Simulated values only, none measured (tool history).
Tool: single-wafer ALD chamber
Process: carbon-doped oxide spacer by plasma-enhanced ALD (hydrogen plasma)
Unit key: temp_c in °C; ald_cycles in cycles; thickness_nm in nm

run    day  temp_c  ald_cycles  thickness_nm
  1      0     390         560        25.993
  2  0.262     390         510        23.264
  3  0.325     390         503        22.993
  4  0.438     390         427        19.866
  5  0.808     380         427        19.509
  6  0.983     390         427        19.699
  7  1.329     390         433        20.072
  8  1.604     390         437        19.986

Run 9 comes next. What will it give?
  9  1.696     390         442             ?

thickness_nm: 20.489 nm
